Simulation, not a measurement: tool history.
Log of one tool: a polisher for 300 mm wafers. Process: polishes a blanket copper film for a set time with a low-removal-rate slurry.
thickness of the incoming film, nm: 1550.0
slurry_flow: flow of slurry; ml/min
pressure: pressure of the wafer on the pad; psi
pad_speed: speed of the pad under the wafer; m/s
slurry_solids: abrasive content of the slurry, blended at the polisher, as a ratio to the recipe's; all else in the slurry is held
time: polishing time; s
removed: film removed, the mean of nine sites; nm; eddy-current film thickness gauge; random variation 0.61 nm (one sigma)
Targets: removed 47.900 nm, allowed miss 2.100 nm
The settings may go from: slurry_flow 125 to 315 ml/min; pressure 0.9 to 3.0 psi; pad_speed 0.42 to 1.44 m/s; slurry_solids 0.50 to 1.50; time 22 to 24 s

run,hour,slurry_flow,pressure,pad_speed,slurry_solids,time,removed
1,0.0,205,1.9,0.92,1.00,24,31.505
2,1.7,205,2.0,0.92,1.00,24,33.509
3,8.7,225,2.0,0.92,1.00,24,33.338
4,16.8,225,2.0,0.92,1.00,24,33.321
5,25.5,225,1.6,0.92,1.00,24,27.065
6,30.5,225,1.6,0.92,1.00,22,24.794
7,34.4,225,1.8,0.92,1.00,22,27.539
8,43.2,225,2.4,0.96,1.00,22,37.976
9,50.9,225,2.5,0.96,1.00,22,40.230
10,56.5,225,2.7,0.96,1.00,22,42.494

Which of these 5 next moves meets every target?
A,62.1,280,3.0,0.72,0.90,23,?
B,62.1,220,2.6,0.88,1.05,22,?
C,62.1,205,2.9,0.74,0.95,23,?
D,62.1,245,2.6,0.88,0.90,22,?
E,62.1,200,2.8,0.96,1.00,24,?

move,removed
A,37.796
B,37.778
C,36.602
D,37.139
E,46.989
A: further off than the last run
B: further off than the last run
C: further off than the last run
D: further off than the last run
E: meets every target
Answer: E
